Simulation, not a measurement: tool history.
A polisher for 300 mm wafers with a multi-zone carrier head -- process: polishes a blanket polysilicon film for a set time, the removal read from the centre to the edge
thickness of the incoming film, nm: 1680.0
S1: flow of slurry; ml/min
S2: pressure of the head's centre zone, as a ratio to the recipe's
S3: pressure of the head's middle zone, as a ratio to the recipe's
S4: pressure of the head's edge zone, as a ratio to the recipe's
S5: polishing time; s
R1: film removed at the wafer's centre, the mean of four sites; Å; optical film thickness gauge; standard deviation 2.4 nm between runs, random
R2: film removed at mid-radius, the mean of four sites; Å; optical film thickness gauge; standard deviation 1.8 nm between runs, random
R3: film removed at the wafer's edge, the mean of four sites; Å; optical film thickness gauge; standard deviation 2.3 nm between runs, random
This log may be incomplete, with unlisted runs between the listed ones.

| run | hour | S1 | S2 | S3 | S4 | S5 | R1 | R2 | R3 |
|---|---|---|---|---|---|---|---|---|---|
| 1 | 0.0 | 180 | 1.00 | 1.00 | 1.00 | 49 | 3506.2 | 3553.7 | 3487.5 |
| 2 | 0.8 | 175 | 1.00 | 0.98 | 0.97 | 45 | 3279.1 | 3152.7 | 3186.6 |
| 3 | 5.8 | 175 | 1.00 | 0.98 | 0.97 | 39 | 2758.8 | 2706.3 | 2777.0 |
| 4 | 6.5 | 175 | 1.00 | 0.98 | 0.91 | 39 | 2785.2 | 2728.4 | 2654.3 |
| 5 | 13.4 | 170 | 0.99 | 0.97 | 0.89 | 38 | 2655.2 | 2627.0 | 2558.5 |
| 6 | 20.5 | 165 | 0.99 | 0.96 | 0.87 | 37 | 2541.8 | 2491.1 | 2443.8 |
| 7 | 26.9 | 160 | 0.99 | 0.96 | 0.86 | 36 | 2480.4 | 2438.6 | 2389.3 |
| 8 | 28.7 | 160 | 0.99 | 0.96 | 0.85 | 35 | 2370.0 | 2345.1 | 2369.3 |
| 9 | 32.3 | 165 | 1.00 | 0.96 | 0.84 | 34 | 2345.8 | 2302.4 | 2261.1 |
| 10 | 34.2 | 165 | 1.01 | 0.96 | 0.83 | 34 | 2423.9 | 2297.7 | 2192.4 |

Forecast run 11:
| 11 | 41.4 | 160 | 1.01 | 0.96 | 0.83 | 34 | ? | ? | ? |

R1: 2376.0 Å
R2: 2321.7 Å
R3: 2203.9 Å
